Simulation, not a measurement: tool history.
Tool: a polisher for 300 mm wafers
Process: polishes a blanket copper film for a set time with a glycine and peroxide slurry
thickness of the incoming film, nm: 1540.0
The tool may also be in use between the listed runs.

| run | hour | flow of slurry (ml/min) | pressure of the wafer on the pad (kPa) | speed of the pad under the wafer (cm/s) | polishing time (s) | film removed (angstrom) |
|---|---|---|---|---|---|---|
| 1 | 0 | 190 | 18.6 | 94 | 41 | 2042.1 |
| 2 | 5.8 | 190 | 17.9 | 94 | 41 | 1926.7 |
| 3 | 11.9 | 190 | 16.5 | 94 | 41 | 1931.1 |
| 4 | 18.3 | 190 | 15.9 | 94 | 41 | 1842.3 |
| 5 | 26.4 | 220 | 15.9 | 94 | 41 | 1859.1 |
| 6 | 29.7 | 220 | 15.9 | 102 | 41 | 2013.7 |
| 7 | 30.4 | 220 | 15.2 | 102 | 41 | 1990.4 |
| 8 | 35 | 220 | 14.5 | 102 | 41 | 1922.2 |

Run 9 comes next. What will it give?
| 9 | 43.2 | 220 | 13.8 | 102 | 41 | ? |

film removed (angstrom): 1905
